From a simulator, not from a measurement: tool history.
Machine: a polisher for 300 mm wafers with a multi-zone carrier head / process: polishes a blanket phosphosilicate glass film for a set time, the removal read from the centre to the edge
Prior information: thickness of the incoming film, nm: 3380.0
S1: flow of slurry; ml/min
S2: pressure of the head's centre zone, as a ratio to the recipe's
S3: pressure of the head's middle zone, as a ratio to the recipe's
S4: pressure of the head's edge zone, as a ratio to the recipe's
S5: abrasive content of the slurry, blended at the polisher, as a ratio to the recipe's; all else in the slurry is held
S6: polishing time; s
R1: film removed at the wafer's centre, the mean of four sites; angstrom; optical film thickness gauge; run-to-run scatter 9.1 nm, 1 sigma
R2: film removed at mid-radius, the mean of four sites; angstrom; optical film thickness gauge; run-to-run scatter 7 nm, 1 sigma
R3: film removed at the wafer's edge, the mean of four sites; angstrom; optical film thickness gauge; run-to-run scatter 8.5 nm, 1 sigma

| run | day | S1 | S2 | S3 | S4 | S5 | S6 | R1 | R2 | R3 |
|---|---|---|---|---|---|---|---|---|---|---|
| 1 | 0.000 | 180 | 1.00 | 1.00 | 1.00 | 1.00 | 85 | 9028.0 | 8935.5 | 8987.9 |
| 2 | 0.346 | 180 | 1.00 | 1.00 | 1.00 | 0.90 | 85 | 8313.2 | 8159.4 | 8240.8 |
| 3 | 0.667 | 225 | 1.00 | 1.00 | 1.00 | 0.90 | 85 | 8628.7 | 8428.7 | 8434.8 |
| 4 | 0.758 | 225 | 0.94 | 1.00 | 1.00 | 0.90 | 85 | 7959.7 | 8420.3 | 8450.5 |
| 5 | 0.933 | 225 | 0.94 | 0.99 | 0.99 | 0.90 | 85 | 7958.3 | 8433.1 | 8420.0 |
| 6 | 1.138 | 225 | 0.94 | 0.99 | 1.05 | 0.90 | 85 | 8069.7 | 8167.1 | 8580.2 |
| 7 | 1.204 | 225 | 0.94 | 0.99 | 1.05 | 0.90 | 85 | 8115.9 | 8200.1 | 8742.7 |
| 8 | 1.321 | 225 | 0.94 | 0.98 | 1.04 | 0.90 | 85 | 8035.4 | 8106.6 | 8370.6 |
| 9 | 1.646 | 225 | 0.93 | 0.96 | 1.04 | 0.90 | 85 | 7893.6 | 8153.5 | 8520.0 |
| 10 | 1.808 | 225 | 0.93 | 0.95 | 1.04 | 0.85 | 85 | 7758.4 | 7898.2 | 8089.9 |
| 11 | 2.112 | 225 | 0.92 | 0.94 | 1.05 | 0.85 | 85 | 7527.9 | 7743.4 | 8282.9 |
| 12 | 2.479 | 225 | 0.92 | 0.93 | 1.05 | 0.85 | 85 | 7513.1 | 7574.1 | 8423.6 |
| 13 | 2.817 | 225 | 0.92 | 0.93 | 1.04 | 0.85 | 85 | 7338.6 | 7612.3 | 8274.8 |

Expected results for the next run?
| 14 | 2.979 | 175 | 0.96 | 0.85 | 0.94 | 0.75 | 85 | ? | ? | ? |

{"run 14": {"R1": 6601.0, "R2": 6106.1, "R3": 6681.3}}
